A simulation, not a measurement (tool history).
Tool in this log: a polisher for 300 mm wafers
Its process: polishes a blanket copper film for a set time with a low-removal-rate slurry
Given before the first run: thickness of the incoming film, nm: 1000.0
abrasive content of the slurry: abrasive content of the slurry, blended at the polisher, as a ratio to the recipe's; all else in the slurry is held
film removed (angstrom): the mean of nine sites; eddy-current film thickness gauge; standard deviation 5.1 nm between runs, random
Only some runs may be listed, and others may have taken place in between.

| run | hour | flow of slurry (ml/min) | pressure of the wafer on the pad (kPa) | speed of the pad under the wafer (m/s) | abrasive content of the slurry | polishing time (s) | film removed (angstrom) |
|---|---|---|---|---|---|---|---|
| 1 | 0.0 | 150 | 21.4 | 1.18 | 1.0 | 74 | 2678.8 |
| 2 | 2.9 | 150 | 17.2 | 1.18 | 1.0 | 74 | 2150.5 |
| 3 | 6.4 | 150 | 15.2 | 1.18 | 1.0 | 74 | 1905.2 |
| 4 | 14.2 | 150 | 17.9 | 1.18 | 1.0 | 74 | 2271.7 |
| 5 | 17.6 | 150 | 20.0 | 1.18 | 1.0 | 74 | 2535.4 |
| 6 | 26.6 | 130 | 20.0 | 1.18 | 1.0 | 74 | 2465.5 |
| 7 | 33.6 | 130 | 21.4 | 1.18 | 1.0 | 74 | 2600.3 |

Estimate the outcome of run 8 from the log above:
| 8 | 42.7 | 135 | 27.6 | 1.22 | 1.0 | 74 | ? |

Run 8 produced film removed (angstrom) 3409.2.

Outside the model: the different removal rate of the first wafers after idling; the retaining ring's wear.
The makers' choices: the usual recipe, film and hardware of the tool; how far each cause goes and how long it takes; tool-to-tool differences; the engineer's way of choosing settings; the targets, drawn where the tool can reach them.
